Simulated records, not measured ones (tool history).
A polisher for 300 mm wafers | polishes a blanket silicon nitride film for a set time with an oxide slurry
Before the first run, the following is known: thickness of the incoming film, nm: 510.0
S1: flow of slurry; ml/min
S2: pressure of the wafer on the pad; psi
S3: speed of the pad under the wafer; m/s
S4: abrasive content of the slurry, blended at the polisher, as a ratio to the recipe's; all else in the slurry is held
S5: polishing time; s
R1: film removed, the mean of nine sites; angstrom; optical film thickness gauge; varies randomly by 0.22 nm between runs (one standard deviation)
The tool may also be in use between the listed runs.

run 1 hour=0.0 | S1=320 S2=4.0 S3=1.32 S4=1.0 S5=53 | R1=488.73
run 2 hour=6.1 | S1=320 S2=4.0 S3=1.04 S4=1.0 S5=53 | R1=405.97
run 3 hour=9.4 | S1=400 S2=4.0 S3=1.04 S4=1.0 S5=53 | R1=412.01
run 4 hour=10.3 | S1=365 S2=4.0 S3=1.04 S4=1.0 S5=53 | R1=408.86
run 5 hour=14.6 | S1=435 S2=4.0 S3=1.04 S4=1.0 S5=53 | R1=416.82
run 6 hour=18.4 | S1=435 S2=4.0 S3=1.20 S4=1.0 S5=53 | R1=459.70

Predict the results of run 7:
run 7 hour=19.5 | S1=435 S2=3.6 S3=1.20 S4=1.0 S5=53 | R1=?

R1: 419.60 angstrom
